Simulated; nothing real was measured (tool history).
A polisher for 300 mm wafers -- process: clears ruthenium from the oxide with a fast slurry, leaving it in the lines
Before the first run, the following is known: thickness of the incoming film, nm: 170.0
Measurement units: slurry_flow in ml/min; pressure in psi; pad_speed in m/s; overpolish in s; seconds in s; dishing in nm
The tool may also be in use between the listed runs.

run 1 day=0 | slurry_flow=195 pressure=3 pad_speed=1 slurry_solids=1 overpolish=30 | seconds=30.751 dishing=118.42
run 2 day=0.025 | slurry_flow=195 pressure=2.6 pad_speed=0.98 slurry_solids=1 overpolish=32 | seconds=36.38 dishing=106.9
run 3 day=0.217 | slurry_flow=145 pressure=2.6 pad_speed=0.98 slurry_solids=1 overpolish=32 | seconds=38.076 dishing=107.23
run 4 day=0.542 | slurry_flow=145 pressure=2.4 pad_speed=0.98 slurry_solids=1 overpolish=34 | seconds=40.942 dishing=102.24
run 5 day=0.617 | slurry_flow=145 pressure=2.4 pad_speed=0.98 slurry_solids=1.2 overpolish=34 | seconds=36.643 dishing=109.93
run 6 day=0.754 | slurry_flow=145 pressure=2.4 pad_speed=0.98 slurry_solids=1.35 overpolish=34 | seconds=36.322 dishing=115.83
run 7 day=0.85 | slurry_flow=145 pressure=2.2 pad_speed=0.94 slurry_solids=1.35 overpolish=35 | seconds=40.581 dishing=106.18
run 8 day=1.058 | slurry_flow=145 pressure=2 pad_speed=0.92 slurry_solids=1.35 overpolish=36 | seconds=46.099 dishing=98.53
run 9 day=1.417 | slurry_flow=145 pressure=1.9 pad_speed=0.92 slurry_solids=1.35 overpolish=37 | seconds=48.641 dishing=100.05

Run 10, settings as shown, results not yet in. Your forecast:
run 10 day=1.567 | slurry_flow=145 pressure=1.8 pad_speed=0.92 slurry_solids=1.35 overpolish=37 | seconds=? dishing=?

Run 10 gave seconds 50.186 s, dishing 95.007 nm.

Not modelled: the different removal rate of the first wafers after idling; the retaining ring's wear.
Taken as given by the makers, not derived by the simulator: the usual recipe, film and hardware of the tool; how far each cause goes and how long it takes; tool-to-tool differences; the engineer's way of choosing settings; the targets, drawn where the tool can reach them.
